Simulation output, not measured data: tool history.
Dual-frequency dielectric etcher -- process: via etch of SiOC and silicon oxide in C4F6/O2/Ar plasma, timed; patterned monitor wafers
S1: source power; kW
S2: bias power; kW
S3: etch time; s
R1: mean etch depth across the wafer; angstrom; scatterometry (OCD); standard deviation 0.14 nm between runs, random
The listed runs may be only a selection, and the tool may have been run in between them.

run  hour     S1     S2    S3      R1
  1   0.0  0.330  0.124  59.5  583.95
  2   4.4  0.320  0.124  59.5  582.97
  3  12.9  0.280  0.124  59.5  564.00
  4  15.5  0.280  0.142  59.5  587.44
  5  20.9  0.280  0.142  59.5  587.30
  6  28.0  0.270  0.142  59.5  586.06

Run 7 is up next; what results do you expect?
  7  32.7  0.260  0.141  59.5   ?

R1: 575.59 angstrom

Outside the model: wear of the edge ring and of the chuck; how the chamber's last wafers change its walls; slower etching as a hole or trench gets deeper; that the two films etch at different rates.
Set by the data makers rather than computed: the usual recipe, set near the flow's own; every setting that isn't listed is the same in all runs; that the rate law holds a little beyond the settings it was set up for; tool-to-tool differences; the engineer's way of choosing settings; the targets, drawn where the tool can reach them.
